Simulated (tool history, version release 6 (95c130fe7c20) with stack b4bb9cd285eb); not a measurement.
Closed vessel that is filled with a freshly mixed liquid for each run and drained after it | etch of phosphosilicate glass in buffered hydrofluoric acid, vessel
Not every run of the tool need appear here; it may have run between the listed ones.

run,hour,temperature setpoint of the liquid (°C),parts of 40 % ammonium fluoride to one part of 49 % hydrofluoric acid (parts by volume),time in the liquid (s),thickness taken off the phosphosilicate glass on a monitor wafer (angstrom)
1,0.0,23,18,100,2164.6
2,3.4,23,21,100,1872.8
3,5.8,20,21,100,1588.4
4,14.6,23,21,100,1860.1
5,23.1,23,21,110,2056.2
6,25.2,23,21,100,1879.4
7,26.0,23,21,100,1859.4

Run 8 comes next. What will it give?
8,31.1,25,21,100,?

thickness taken off the phosphosilicate glass on a monitor wafer (angstrom): 2093.6

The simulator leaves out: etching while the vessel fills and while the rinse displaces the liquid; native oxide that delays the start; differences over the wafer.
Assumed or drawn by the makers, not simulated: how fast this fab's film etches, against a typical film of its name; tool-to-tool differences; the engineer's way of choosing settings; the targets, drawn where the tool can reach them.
